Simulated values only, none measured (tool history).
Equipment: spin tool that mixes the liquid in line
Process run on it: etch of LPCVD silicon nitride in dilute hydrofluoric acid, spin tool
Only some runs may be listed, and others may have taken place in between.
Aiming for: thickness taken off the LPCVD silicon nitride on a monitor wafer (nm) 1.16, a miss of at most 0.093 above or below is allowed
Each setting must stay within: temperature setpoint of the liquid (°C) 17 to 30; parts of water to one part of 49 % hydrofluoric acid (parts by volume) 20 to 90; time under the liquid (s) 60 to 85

| run | day | temperature setpoint of the liquid (°C) | parts of water to one part of 49 % hydrofluoric acid (parts by volume) | time under the liquid (s) | thickness taken off the LPCVD silicon nitride on a monitor wafer (nm) |
|---|---|---|---|---|---|
| 1 | 0 | 22 | 50 | 85 | 0.74453 |
| 2 | 0.183 | 22 | 50 | 60 | 0.5037 |
| 3 | 0.538 | 22 | 35 | 60 | 0.70737 |
| 4 | 0.721 | 20 | 35 | 60 | 0.62415 |
| 5 | 0.883 | 20 | 40 | 60 | 0.5536 |
| 6 | 1.15 | 22 | 40 | 60 | 0.64178 |
| 7 | 1.271 | 23.5 | 40 | 60 | 0.7177 |
| 8 | 1.333 | 27.5 | 35 | 60 | 1.0503 |

Exercise: of the 4 proposed moves below, exactly one satisfies all targets within the stated allowed misses. Which move is it?
| A | 1.396 | 26.5 | 45 | 75 | ? |
| B | 1.396 | 26.5 | 35 | 70 | ? |
| C | 1.396 | 23 | 30 | 65 | ? |
| D | 1.396 | 25 | 45 | 75 | ? |

| move | thickness taken off the LPCVD silicon nitride on a monitor wafer (nm) |
|---|---|
| A | 1.0067 |
| B | 1.2012 |
| C | 1.0221 |
| D | 0.91076 |
A: lands further from the targets than the last run did
B: hits every target within its allowed miss
C: lands further from the targets than the last run did
D: lands further from the targets than the last run did
B meets every target.
